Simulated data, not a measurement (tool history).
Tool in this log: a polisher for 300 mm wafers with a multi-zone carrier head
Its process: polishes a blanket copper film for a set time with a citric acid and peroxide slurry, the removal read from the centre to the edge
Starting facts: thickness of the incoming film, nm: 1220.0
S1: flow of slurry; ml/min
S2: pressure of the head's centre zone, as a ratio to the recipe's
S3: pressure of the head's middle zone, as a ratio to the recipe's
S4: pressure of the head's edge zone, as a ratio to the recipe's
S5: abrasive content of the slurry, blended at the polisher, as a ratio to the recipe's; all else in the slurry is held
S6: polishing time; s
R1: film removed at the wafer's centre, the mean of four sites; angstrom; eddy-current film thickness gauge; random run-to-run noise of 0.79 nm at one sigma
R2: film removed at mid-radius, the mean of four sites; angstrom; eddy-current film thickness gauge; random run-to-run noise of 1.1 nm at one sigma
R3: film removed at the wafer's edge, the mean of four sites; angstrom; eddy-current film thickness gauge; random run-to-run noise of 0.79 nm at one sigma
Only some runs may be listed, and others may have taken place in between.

run	day	S1	S2	S3	S4	S5	S6	R1	R2	R3
1	0	150	1	1	1	1	33	639.63	667.41	666.65
2	0.275	150	1	1	1.06	1	33	632.8	662.14	679.74
3	0.438	150	1	1	1.13	1	33	631.66	640.53	695.59
4	0.788	150	1	1	1.13	1.15	33	663.31	671.56	734.66
5	1.1	150	1	1	1.13	1	33	639.21	662.92	707.04
6	1.321	150	1	1	1.13	0.8	33	587.73	616.76	657.92
7	1.367	155	1.01	1.02	1.13	0.9	34	640.11	668.66	708.66

The next listed run, before its measurement:
8	1.55	160	1.02	1.04	1.13	1	34	?	?	?

R1: 685.82 angstrom
R2: 715.03 angstrom
R3: 737.89 angstrom
